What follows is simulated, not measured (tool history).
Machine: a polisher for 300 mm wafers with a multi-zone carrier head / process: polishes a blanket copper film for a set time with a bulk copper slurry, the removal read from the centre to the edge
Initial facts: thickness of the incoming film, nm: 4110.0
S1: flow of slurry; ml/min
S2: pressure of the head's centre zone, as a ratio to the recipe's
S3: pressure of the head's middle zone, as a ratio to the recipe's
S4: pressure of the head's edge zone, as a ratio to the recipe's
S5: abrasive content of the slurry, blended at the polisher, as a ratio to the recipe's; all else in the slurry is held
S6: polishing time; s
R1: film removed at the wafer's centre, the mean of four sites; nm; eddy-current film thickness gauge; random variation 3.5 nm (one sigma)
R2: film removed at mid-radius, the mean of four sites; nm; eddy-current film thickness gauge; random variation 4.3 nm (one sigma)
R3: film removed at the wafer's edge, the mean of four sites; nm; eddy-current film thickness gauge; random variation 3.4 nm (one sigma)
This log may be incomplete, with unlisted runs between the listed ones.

{"run": 1, "hour": 0.0, "S1": 120, "S2": 1.0, "S3": 1.0, "S4": 1.0, "S5": 1.0, "S6": 37, "R1": 205.88, "R2": 211.03, "R3": 218.55}
{"run": 2, "hour": 8.4, "S1": 120, "S2": 1.0, "S3": 1.0, "S4": 1.0, "S5": 1.15, "S6": 37, "R1": 211.59, "R2": 222.12, "R3": 230.09}
{"run": 3, "hour": 13.4, "S1": 120, "S2": 1.0, "S3": 1.0, "S4": 1.0, "S5": 1.25, "S6": 37, "R1": 218.25, "R2": 225.13, "R3": 228.89}
{"run": 4, "hour": 18.6, "S1": 130, "S2": 1.02, "S3": 0.99, "S4": 1.05, "S5": 1.35, "S6": 40, "R1": 250.18, "R2": 249.74, "R3": 265.28}
{"run": 5, "hour": 26.8, "S1": 130, "S2": 1.02, "S3": 0.99, "S4": 1.05, "S5": 1.15, "S6": 40, "R1": 241.92, "R2": 240.04, "R3": 252.5}
{"run": 6, "hour": 35.7, "S1": 105, "S2": 1.02, "S3": 0.99, "S4": 1.05, "S5": 1.15, "S6": 40, "R1": 221.69, "R2": 222.01, "R3": 247.78}
{"run": 7, "hour": 44.2, "S1": 115, "S2": 1.04, "S3": 0.99, "S4": 1.08, "S5": 1.25, "S6": 42, "R1": 253.5, "R2": 252.75, "R3": 266.24}
{"run": 8, "hour": 46.4, "S1": 130, "S2": 1.04, "S3": 0.97, "S4": 1.1, "S5": 1.35, "S6": 43, "R1": 268.79, "R2": 257.61, "R3": 291.38}
{"run": 9, "hour": 51.0, "S1": 140, "S2": 1.05, "S3": 0.98, "S4": 1.12, "S5": 1.4, "S6": 44, "R1": 293.7, "R2": 276.21, "R3": 308.08}
{"run": 10, "hour": 58.3, "S1": 150, "S2": 1.05, "S3": 0.99, "S4": 1.13, "S5": 1.45, "S6": 44, "R1": 300.06, "R2": 287.24, "R3": 313.85}
{"run": 11, "hour": 59.0, "S1": 155, "S2": 1.06, "S3": 0.99, "S4": 1.14, "S5": 1.45, "S6": 44, "R1": 302.61, "R2": 286.6, "R3": 320.51}

What will run 12 give?
{"run": 12, "hour": 62.0, "S1": 160, "S2": 1.07, "S3": 1.0, "S4": 1.14, "S5": 1.45, "S6": 44, "R1": "?", "R2": "?", "R3": "?"}

R1: 313.09 nm
R2: 289.23 nm
R3: 315.59 nm
